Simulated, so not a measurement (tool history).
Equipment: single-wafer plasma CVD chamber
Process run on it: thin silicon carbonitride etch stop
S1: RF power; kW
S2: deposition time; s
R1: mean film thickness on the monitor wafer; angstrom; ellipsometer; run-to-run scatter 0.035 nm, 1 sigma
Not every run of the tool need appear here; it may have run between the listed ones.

Run 1, hour 0: S1 0.2 kW, S2 13.3 s. Result: R1 79.144 angstrom.
Run 2, hour 4.8: S1 0.2 kW, S2 11.9 s. Result: R1 71.459 angstrom.
Run 3, hour 11.5: S1 0.2 kW, S2 13.1 s. Result: R1 78.103 angstrom.
Run 4, hour 18.6: S1 0.19 kW, S2 12.6 s. Result: R1 74.03 angstrom.
Run 5, hour 24.4: S1 0.185 kW, S2 12.2 s. Result: R1 71.324 angstrom.
At hour 31.8: thermocouple changed; heater temperature recalibrated.
Run 6, hour 31.8: S1 0.18 kW, S2 11.9 s. Result: R1 69.416 angstrom.
Run 7, hour 37: S1 0.175 kW, S2 11.6 s. Result: R1 66.325 angstrom.
Run 8, hour 40.5: S1 0.17 kW, S2 11.5 s. Result: R1 64.909 angstrom.
Run 9, hour 41.2: S1 0.165 kW, S2 11.5 s. Result: R1 64.158 angstrom.

The next listed run, before its measurement:
Run 10, hour 44.9: S1 0.16 kW, S2 11.5 s. Result: R1 ?.

R1: 64.064 angstrom
